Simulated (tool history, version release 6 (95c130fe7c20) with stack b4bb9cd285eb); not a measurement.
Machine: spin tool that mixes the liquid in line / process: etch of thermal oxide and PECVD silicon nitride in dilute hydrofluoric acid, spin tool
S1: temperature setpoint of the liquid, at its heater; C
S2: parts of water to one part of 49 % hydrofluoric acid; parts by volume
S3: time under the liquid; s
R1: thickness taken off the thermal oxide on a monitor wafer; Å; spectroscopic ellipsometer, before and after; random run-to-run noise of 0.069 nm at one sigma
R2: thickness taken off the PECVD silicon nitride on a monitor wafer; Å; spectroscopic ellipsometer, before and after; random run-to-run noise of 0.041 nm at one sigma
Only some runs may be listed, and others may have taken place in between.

{"run": 1, "hour": 0.0, "S1": 21.0, "S2": 145, "S3": 180, "R1": 48.814, "R2": 54.887}
{"run": 2, "hour": 0.9, "S1": 19.0, "S2": 145, "S3": 180, "R1": 45.796, "R2": 47.68}
{"run": 3, "hour": 9.1, "S1": 19.0, "S2": 190, "S3": 180, "R1": 33.384, "R2": 36.778}
{"run": 4, "hour": 15.8, "S1": 21.0, "S2": 190, "S3": 180, "R1": 35.175, "R2": 42.269}
{"run": 5, "hour": 24.6, "S1": 21.0, "S2": 165, "S3": 180, "R1": 41.362, "R2": 48.503}
{"run": 6, "hour": 27.9, "S1": 24.5, "S2": 165, "S3": 180, "R1": 47.935, "R2": 60.357}
{"run": 7, "hour": 28.7, "S1": 24.0, "S2": 140, "S3": 170, "R1": 54.513, "R2": 64.917}
{"run": 8, "hour": 29.4, "S1": 24.0, "S2": 120, "S3": 160, "R1": 60.879, "R2": 71.073}
{"run": 9, "hour": 37.4, "S1": 24.0, "S2": 105, "S3": 155, "R1": 68.118, "R2": 78.763}
{"run": 10, "hour": 43.9, "S1": 22.0, "S2": 75, "S3": 145, "R1": 87.038, "R2": 89.341}
{"run": 11, "hour": 49.5, "S1": 22.0, "S2": 80, "S3": 145, "R1": 79.982, "R2": 83.855}

The next listed run, before its measurement:
{"run": 12, "hour": 57.6, "S1": 22.0, "S2": 90, "S3": 150, "R1": "?", "R2": "?"}

{"run 12": {"R1": 72.802, "R2": 77.545}}

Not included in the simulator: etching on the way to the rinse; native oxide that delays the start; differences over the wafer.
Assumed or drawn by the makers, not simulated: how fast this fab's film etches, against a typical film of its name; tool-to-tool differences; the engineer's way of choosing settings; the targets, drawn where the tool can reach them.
